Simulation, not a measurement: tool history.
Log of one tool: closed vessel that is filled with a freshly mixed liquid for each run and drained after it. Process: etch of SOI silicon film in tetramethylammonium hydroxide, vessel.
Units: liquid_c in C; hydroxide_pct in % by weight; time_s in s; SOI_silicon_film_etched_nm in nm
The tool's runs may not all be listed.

run 1 day=0 | liquid_c=61 hydroxide_pct=9.5 time_s=30 | SOI_silicon_film_etched_nm=117.17
run 2 day=0.242 | liquid_c=61 hydroxide_pct=8.5 time_s=30 | SOI_silicon_film_etched_nm=122.75
run 3 day=0.45 | liquid_c=61 hydroxide_pct=8.5 time_s=30 | SOI_silicon_film_etched_nm=122.66
run 4 day=0.558 | liquid_c=61 hydroxide_pct=8.5 time_s=30 | SOI_silicon_film_etched_nm=123.21
run 5 day=0.788 | liquid_c=61 hydroxide_pct=8.5 time_s=30 | SOI_silicon_film_etched_nm=123.79
run 6 day=1.079 | liquid_c=61 hydroxide_pct=7 time_s=30 | SOI_silicon_film_etched_nm=128.18
run 7 day=1.35 | liquid_c=61 hydroxide_pct=7 time_s=30 | SOI_silicon_film_etched_nm=128.32

Forecast run 8:
run 8 day=1.396 | liquid_c=54.5 hydroxide_pct=7 time_s=30 | SOI_silicon_film_etched_nm=?

{"run 8": {"SOI_silicon_film_etched_nm": 84.521}}
